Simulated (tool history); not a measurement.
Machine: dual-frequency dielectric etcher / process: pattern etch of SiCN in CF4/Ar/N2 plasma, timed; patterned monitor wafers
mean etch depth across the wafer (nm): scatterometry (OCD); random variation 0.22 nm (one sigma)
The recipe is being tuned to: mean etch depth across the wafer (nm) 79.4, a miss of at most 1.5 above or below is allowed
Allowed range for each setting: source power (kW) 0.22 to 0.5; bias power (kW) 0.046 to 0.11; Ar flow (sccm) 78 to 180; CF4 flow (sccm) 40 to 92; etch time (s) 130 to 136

run,hour,source power (kW),bias power (kW),Ar flow (sccm),CF4 flow (sccm),etch time (s),mean etch depth across the wafer (nm)
1,0,0.36,0.078,129,66,130,97.826
2,4.5,0.36,0.078,129,60,130,96.191
3,6.1,0.36,0.078,116,60,130,97.544
4,7.4,0.36,0.078,116,54,130,96.925
# hour 12.4: bias power generator calibrated
5,12.4,0.35,0.078,116,54,130,92.491
6,19.1,0.35,0.078,116,54,130,92.973
7,23.2,0.34,0.078,116,54,130,90.665
8,27.6,0.33,0.078,116,54,130,88.761
9,32.3,0.32,0.078,116,54,130,86.801
10,33.7,0.3,0.078,116,54,130,82.703

Consider the 4 candidate settings below. Which is the only one whose results all fall within their allowed miss of target?
A,35.1,0.27,0.085,116,56,136,?
B,35.1,0.28,0.069,78,56,132,?
C,35.1,0.27,0.078,106,49,134.5,?
D,35.1,0.31,0.079,115,46,130,?

move,mean etch depth across the wafer (nm)
A,82.893
B,83.096
C,79.307
D,83.166
A: lands further from the targets than the last run did
B: lands further from the targets than the last run did
C: all results in spec
D: lands further from the targets than the last run did
The right move is C.
